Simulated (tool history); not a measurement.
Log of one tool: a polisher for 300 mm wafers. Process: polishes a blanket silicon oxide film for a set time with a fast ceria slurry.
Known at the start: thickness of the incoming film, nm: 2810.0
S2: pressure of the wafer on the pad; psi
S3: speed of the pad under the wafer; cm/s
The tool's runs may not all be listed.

run 1 hour=0.0 | flow_of_slurry_(ml/min)=245 S2=2.5 S3=102 polishing_time_(s)=93 | film_removed_(nm)=1277.4
run 2 hour=2.1 | flow_of_slurry_(ml/min)=245 S2=2.9 S3=104 polishing_time_(s)=93 | film_removed_(nm)=1476.2
run 3 hour=6.9 | flow_of_slurry_(ml/min)=245 S2=3.2 S3=106 polishing_time_(s)=93 | film_removed_(nm)=1640.6
run 4 hour=8.7 | flow_of_slurry_(ml/min)=245 S2=3.4 S3=108 polishing_time_(s)=93 | film_removed_(nm)=1774.7
run 5 hour=10.8 | flow_of_slurry_(ml/min)=245 S2=3.4 S3=108 polishing_time_(s)=93 | film_removed_(nm)=1728.5
run 6 hour=16.4 | flow_of_slurry_(ml/min)=280 S2=3.4 S3=108 polishing_time_(s)=93 | film_removed_(nm)=1780.8

Forecast run 7:
run 7 hour=24.2 | flow_of_slurry_(ml/min)=280 S2=3.4 S3=108 polishing_time_(s)=93 | film_removed_(nm)=?

film removed (nm): 1776.7
